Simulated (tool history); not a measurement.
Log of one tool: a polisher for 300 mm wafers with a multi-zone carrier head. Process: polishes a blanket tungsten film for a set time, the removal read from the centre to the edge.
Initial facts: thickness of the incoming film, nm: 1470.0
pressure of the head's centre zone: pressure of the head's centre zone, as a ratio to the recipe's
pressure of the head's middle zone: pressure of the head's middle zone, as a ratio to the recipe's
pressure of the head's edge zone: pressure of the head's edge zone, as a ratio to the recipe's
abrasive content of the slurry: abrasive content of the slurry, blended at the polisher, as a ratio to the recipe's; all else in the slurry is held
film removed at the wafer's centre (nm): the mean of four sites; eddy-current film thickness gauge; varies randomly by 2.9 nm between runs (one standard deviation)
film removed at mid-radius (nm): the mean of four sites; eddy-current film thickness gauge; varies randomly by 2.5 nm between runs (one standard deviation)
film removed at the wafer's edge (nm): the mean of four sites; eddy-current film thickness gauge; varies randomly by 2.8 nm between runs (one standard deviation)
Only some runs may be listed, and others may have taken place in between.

| run | hour | flow of slurry (ml/min) | pressure of the head's centre zone | pressure of the head's middle zone | pressure of the head's edge zone | abrasive content of the slurry | polishing time (s) | film removed at the wafer's centre (nm) | film removed at mid-radius (nm) | film removed at the wafer's edge (nm) |
|---|---|---|---|---|---|---|---|---|---|---|
| 1 | 0.0 | 150 | 1.00 | 1.00 | 1.00 | 1.00 | 76 | 375.34 | 386.85 | 372.78 |
| 2 | 2.8 | 150 | 1.00 | 1.00 | 1.07 | 1.00 | 76 | 375.19 | 383.39 | 389.52 |
| 3 | 10.0 | 150 | 0.93 | 1.00 | 1.07 | 1.00 | 76 | 350.30 | 386.78 | 391.74 |
| 4 | 12.8 | 150 | 0.93 | 0.95 | 1.07 | 1.00 | 76 | 351.75 | 369.55 | 386.96 |
| 5 | 13.6 | 150 | 0.87 | 0.95 | 1.07 | 1.00 | 76 | 328.23 | 369.18 | 386.00 |
| 6 | 21.6 | 145 | 0.87 | 0.95 | 1.03 | 0.90 | 75 | 311.55 | 349.93 | 362.09 |
| 7 | 24.0 | 145 | 0.88 | 0.96 | 0.99 | 0.85 | 74 | 308.15 | 340.52 | 343.46 |
| 8 | 26.7 | 145 | 0.88 | 0.97 | 0.96 | 0.80 | 73 | 299.07 | 339.95 | 334.17 |

The next listed run, before its measurement:
| 9 | 29.7 | 130 | 0.96 | 0.98 | 0.86 | 0.55 | 64 | ? | ? | ? |

Logged for run 9: film removed at the wafer's centre (nm) 259.14, film removed at mid-radius (nm) 266.98, film removed at the wafer's edge (nm) 258.41.

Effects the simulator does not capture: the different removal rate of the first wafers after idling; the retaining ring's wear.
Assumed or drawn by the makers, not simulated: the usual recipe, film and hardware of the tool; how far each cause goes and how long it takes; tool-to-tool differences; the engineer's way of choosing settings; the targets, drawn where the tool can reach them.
